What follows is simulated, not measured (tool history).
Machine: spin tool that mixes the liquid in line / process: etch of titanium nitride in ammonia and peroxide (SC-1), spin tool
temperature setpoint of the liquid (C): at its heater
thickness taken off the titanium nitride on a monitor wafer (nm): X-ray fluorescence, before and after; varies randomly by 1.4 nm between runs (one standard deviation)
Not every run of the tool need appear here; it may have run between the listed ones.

run,hour,temperature setpoint of the liquid (C),parts of water to one part of 30 % peroxide (parts by volume),parts of 29 % ammonia solution to one part of 30 % peroxide (parts by volume),time under the liquid (s),thickness taken off the titanium nitride on a monitor wafer (nm)
1,0.0,56,7.5,0.45,325,57.223
2,2.3,60,7.0,0.45,325,77.306
3,11.2,60,9.5,0.45,325,66.486
4,16.9,63,8.0,0.45,325,88.985
5,20.5,70,8.0,0.45,325,137.430
6,28.1,70,7.0,0.45,325,148.600
7,36.9,70,6.5,0.45,325,152.770
8,43.8,70,6.0,0.45,325,158.850

Forecast run 9:
9,49.7,70,5.5,0.45,325,?

{"run 9": {"thickness taken off the titanium nitride on a monitor wafer (nm)": 165.93}}
